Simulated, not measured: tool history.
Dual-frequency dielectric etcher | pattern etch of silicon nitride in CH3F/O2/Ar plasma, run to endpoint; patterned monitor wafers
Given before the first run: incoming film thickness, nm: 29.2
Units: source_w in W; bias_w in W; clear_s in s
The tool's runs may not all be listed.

run 1 hour=0 | source_w=490 bias_w=92 | clear_s=38.398
run 2 hour=6.6 | source_w=440 bias_w=92 | clear_s=39.214
run 3 hour=15 | source_w=440 bias_w=81 | clear_s=41.909
run 4 hour=17.2 | source_w=440 bias_w=94 | clear_s=38.919
run 5 hour=24.6 | source_w=440 bias_w=106 | clear_s=36.064
run 6 hour=32.3 | source_w=470 bias_w=108 | clear_s=35.122
run 7 hour=38.1 | source_w=490 bias_w=109 | clear_s=35.156
run 8 hour=43.4 | source_w=500 bias_w=112 | clear_s=34.155

For run 9, what comes out?
run 9 hour=44.2 | source_w=510 bias_w=114 | clear_s=?

{"run 9": {"clear_s": 33.663}}
